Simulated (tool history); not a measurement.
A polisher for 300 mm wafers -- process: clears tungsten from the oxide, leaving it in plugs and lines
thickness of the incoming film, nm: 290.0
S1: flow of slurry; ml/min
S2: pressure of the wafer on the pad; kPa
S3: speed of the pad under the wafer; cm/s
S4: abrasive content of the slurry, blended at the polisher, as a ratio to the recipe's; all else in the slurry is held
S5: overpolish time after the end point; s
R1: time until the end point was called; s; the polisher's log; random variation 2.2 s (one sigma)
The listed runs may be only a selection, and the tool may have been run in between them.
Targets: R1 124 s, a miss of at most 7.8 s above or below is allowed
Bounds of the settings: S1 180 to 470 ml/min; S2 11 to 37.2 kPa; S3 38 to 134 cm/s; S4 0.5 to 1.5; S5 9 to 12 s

run,hour,S1,S2,S3,S4,S5,R1
1,0,300,24.1,86,1,12,88.707
2,9,300,22.1,84,1,12,98.521
3,18,300,22.1,100,1,12,87.011
4,26.9,300,20,98,1,12,95.114
5,35.9,300,20,118,1,12,80.664
6,42.5,300,17.2,116,1,12,98.066
7,48.5,300,15.9,116,1,12,103.99
8,53.7,300,15.2,116,1,12,108.78
9,62.1,300,14.5,116,1,12,110.29
10,70.7,300,11.7,114,1,12,140.04

Exercise: of the 5 proposed moves below, exactly one satisfies all targets within the stated allowed misses. Which move is it?
A,79.3,285,11,96,1.05,9,?
B,79.3,370,11.7,98,1.3,12,?
C,79.3,305,13.1,104,0.95,10,?
D,79.3,285,12.4,116,1.15,9,?
E,79.3,250,15.2,120,1.05,12,?

move,R1
A,168.63
B,149.21
C,134.53
D,124.76
E,101.98
A: further off than the last run
B: further off than the last run
C: closes in on the targets versus the last run, not all within tolerance yet
D: every result within its allowed miss
E: takes the result that was furthest off past its target
Answer: D
